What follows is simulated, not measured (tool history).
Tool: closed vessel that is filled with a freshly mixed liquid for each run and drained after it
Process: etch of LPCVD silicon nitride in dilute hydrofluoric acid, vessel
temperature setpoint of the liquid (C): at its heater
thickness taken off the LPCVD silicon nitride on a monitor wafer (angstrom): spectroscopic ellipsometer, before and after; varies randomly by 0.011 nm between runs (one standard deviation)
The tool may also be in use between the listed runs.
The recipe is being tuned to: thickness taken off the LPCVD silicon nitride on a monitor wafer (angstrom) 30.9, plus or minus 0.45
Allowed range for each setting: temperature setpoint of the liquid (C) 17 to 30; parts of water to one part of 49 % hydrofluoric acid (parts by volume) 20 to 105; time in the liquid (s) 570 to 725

run,hour,temperature setpoint of the liquid (C),parts of water to one part of 49 % hydrofluoric acid (parts by volume),time in the liquid (s),thickness taken off the LPCVD silicon nitride on a monitor wafer (angstrom)
1,0,22,55,725,49.477
2,9.5,21,55,725,46.203
3,12.1,18.5,55,725,38.592
4,14.7,18,55,725,37.368
5,23.1,20.5,55,725,44.157
6,27.3,20,55,725,42.801
7,36.7,19.5,55,725,41.365
8,41.9,19,55,725,40.057
# hour 45: thermometer replaced
9,45,18.5,55,725,46.142
10,49.4,18.5,55,725,45.908
11,59.1,18.5,60,725,42.286
12,61.4,18,50,695,46.812
13,69.8,18,55,695,42.586
14,78.5,18,60,695,39.187
15,88.1,18,65,695,36.067
16,95.4,18,65,695,36.225
17,101.7,17.5,70,695,32.638
18,104.6,17,70,695,31.576
19,107.2,17,70,645,29.082
20,113.7,17.5,70,645,30.216

Which single option among these 4 for the next run brings every result within its allowed miss of target? Just one does.
A,120.2,18.5,70,640,?
B,120.2,20,80,650,?
C,120.2,17,65,655,?
D,120.2,17,65,635,?

move,thickness taken off the LPCVD silicon nitride on a monitor wafer (angstrom)
A,32.277
B,31.93
C,31.952
D,30.976
A: carries the result that was furthest off beyond its target, to the other side
B: carries the result that was furthest off beyond its target, to the other side
C: carries the result that was furthest off beyond its target, to the other side
D: meets every target
D is the move that brings every result within its allowed miss.

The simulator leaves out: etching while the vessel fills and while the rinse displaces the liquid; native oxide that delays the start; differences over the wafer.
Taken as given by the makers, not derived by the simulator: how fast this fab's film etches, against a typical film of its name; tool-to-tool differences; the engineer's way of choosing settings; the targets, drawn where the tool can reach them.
